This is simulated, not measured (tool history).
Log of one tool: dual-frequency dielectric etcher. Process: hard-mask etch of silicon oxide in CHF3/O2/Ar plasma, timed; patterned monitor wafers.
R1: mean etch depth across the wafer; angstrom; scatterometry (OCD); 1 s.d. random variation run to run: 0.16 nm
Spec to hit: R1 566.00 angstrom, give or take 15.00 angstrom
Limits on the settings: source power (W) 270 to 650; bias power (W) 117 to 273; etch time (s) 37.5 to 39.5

run 1 hour=0.0 | source_power_(W)=460 bias_power_(W)=195 etch_time_(s)=37.5 | R1=634.32
run 2 hour=5.6 | source_power_(W)=460 bias_power_(W)=195 etch_time_(s)=39.5 | R1=667.72
run 3 hour=10.4 | source_power_(W)=540 bias_power_(W)=195 etch_time_(s)=39.5 | R1=701.72
run 4 hour=13.0 | source_power_(W)=540 bias_power_(W)=195 etch_time_(s)=37.5 | R1=671.61
run 5 hour=21.9 | source_power_(W)=540 bias_power_(W)=195 etch_time_(s)=37.5 | R1=665.48
run 6 hour=23.7 | source_power_(W)=540 bias_power_(W)=224 etch_time_(s)=37.5 | R1=722.71
run 7 hour=29.5 | source_power_(W)=540 bias_power_(W)=224 etch_time_(s)=37.5 | R1=720.19
run 8 hour=32.5 | source_power_(W)=500 bias_power_(W)=216 etch_time_(s)=37.5 | R1=685.18
run 9 hour=34.8 | source_power_(W)=400 bias_power_(W)=189 etch_time_(s)=37.5 | R1=593.47
run 10 hour=43.8 | source_power_(W)=390 bias_power_(W)=188 etch_time_(s)=37.5 | R1=586.04

Which of these 5 next moves meets every target?
run A hour=52.8 | source_power_(W)=310 bias_power_(W)=184 etch_time_(s)=39.5 | R1=?
run B hour=52.8 | source_power_(W)=390 bias_power_(W)=186 etch_time_(s)=38.0 | R1=?
run C hour=52.8 | source_power_(W)=440 bias_power_(W)=192 etch_time_(s)=38.5 | R1=?
run D hour=52.8 | source_power_(W)=340 bias_power_(W)=180 etch_time_(s)=37.5 | R1=?
run E hour=52.8 | source_power_(W)=430 bias_power_(W)=152 etch_time_(s)=37.5 | R1=?

move=A R1=564.47
move=B R1=590.19
move=C R1=634.44
move=D R1=545.63
move=E R1=534.69
A: in spec on every target
B: lands further from the targets than the last run did
C: lands further from the targets than the last run did
D: the result that was furthest off in the last run now lies on the other side of its target
E: the result that was furthest off in the last run now lies on the other side of its target
A meets every target.
